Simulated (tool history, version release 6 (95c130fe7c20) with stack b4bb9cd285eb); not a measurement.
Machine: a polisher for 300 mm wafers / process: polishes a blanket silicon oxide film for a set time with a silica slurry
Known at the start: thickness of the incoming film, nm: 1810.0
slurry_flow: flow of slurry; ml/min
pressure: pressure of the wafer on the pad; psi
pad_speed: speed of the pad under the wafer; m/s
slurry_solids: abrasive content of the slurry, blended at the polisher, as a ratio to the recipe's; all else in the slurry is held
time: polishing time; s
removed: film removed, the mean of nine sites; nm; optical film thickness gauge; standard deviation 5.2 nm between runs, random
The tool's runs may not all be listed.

{"run": 1, "hour": 0.0, "slurry_flow": 250, "pressure": 3.0, "pad_speed": 0.98, "slurry_solids": 1.0, "time": 122, "removed": 218.33}
{"run": 2, "hour": 3.1, "slurry_flow": 250, "pressure": 3.0, "pad_speed": 0.82, "slurry_solids": 1.0, "time": 122, "removed": 190.15}
{"run": 3, "hour": 5.4, "slurry_flow": 250, "pressure": 3.0, "pad_speed": 0.7, "slurry_solids": 1.0, "time": 122, "removed": 162.75}
{"run": 4, "hour": 11.2, "slurry_flow": 250, "pressure": 3.0, "pad_speed": 0.7, "slurry_solids": 1.1, "time": 122, "removed": 177.62}
{"run": 5, "hour": 13.1, "slurry_flow": 200, "pressure": 3.0, "pad_speed": 0.7, "slurry_solids": 1.1, "time": 122, "removed": 172.28}
{"hour": 21.6, "done": "slurry blender recalibrated"}
{"run": 6, "hour": 21.6, "slurry_flow": 200, "pressure": 3.5, "pad_speed": 0.82, "slurry_solids": 1.1, "time": 122, "removed": 268.28}
{"run": 7, "hour": 27.5, "slurry_flow": 200, "pressure": 3.8, "pad_speed": 0.82, "slurry_solids": 1.1, "time": 122, "removed": 281.43}
{"run": 8, "hour": 33.1, "slurry_flow": 200, "pressure": 4.0, "pad_speed": 0.86, "slurry_solids": 1.1, "time": 122, "removed": 306.68}
{"run": 9, "hour": 35.3, "slurry_flow": 195, "pressure": 4.2, "pad_speed": 0.92, "slurry_solids": 1.1, "time": 122, "removed": 332.82}
{"run": 10, "hour": 37.2, "slurry_flow": 190, "pressure": 4.3, "pad_speed": 0.98, "slurry_solids": 1.1, "time": 122, "removed": 354.37}
{"run": 11, "hour": 40.9, "slurry_flow": 190, "pressure": 4.4, "pad_speed": 1.06, "slurry_solids": 1.1, "time": 122, "removed": 389.36}
{"run": 12, "hour": 49.9, "slurry_flow": 190, "pressure": 4.5, "pad_speed": 1.1, "slurry_solids": 1.1, "time": 122, "removed": 394.56}
{"run": 13, "hour": 50.9, "slurry_flow": 190, "pressure": 4.5, "pad_speed": 1.16, "slurry_solids": 1.1, "time": 122, "removed": 411.06}

For run 14, what comes out?
{"run": 14, "hour": 59.3, "slurry_flow": 190, "pressure": 4.5, "pad_speed": 1.2, "slurry_solids": 1.1, "time": 122, "removed": "?"}

{"run 14": {"removed": 427.84}}

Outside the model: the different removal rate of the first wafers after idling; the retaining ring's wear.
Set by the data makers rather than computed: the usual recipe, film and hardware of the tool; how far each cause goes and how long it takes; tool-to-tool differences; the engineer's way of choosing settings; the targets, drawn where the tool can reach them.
